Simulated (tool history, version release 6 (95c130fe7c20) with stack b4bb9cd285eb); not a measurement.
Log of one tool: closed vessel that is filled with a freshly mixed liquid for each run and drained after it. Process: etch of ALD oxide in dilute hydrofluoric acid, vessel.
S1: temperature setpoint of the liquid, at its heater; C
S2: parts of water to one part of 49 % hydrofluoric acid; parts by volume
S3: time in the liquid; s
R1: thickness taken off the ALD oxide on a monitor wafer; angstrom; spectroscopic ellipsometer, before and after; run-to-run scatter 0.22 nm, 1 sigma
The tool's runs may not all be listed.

run,hour,S1,S2,S3,R1
1,0.0,26.0,190,365,261.19
2,1.1,28.5,190,365,285.53
3,7.1,29.0,190,365,288.63
4,11.0,29.0,190,365,294.45
5,12.3,29.0,190,365,295.07
6,15.0,28.0,190,365,283.48

Predict the results of run 7:
7,22.4,28.5,190,365,?

R1: 285.78 angstrom
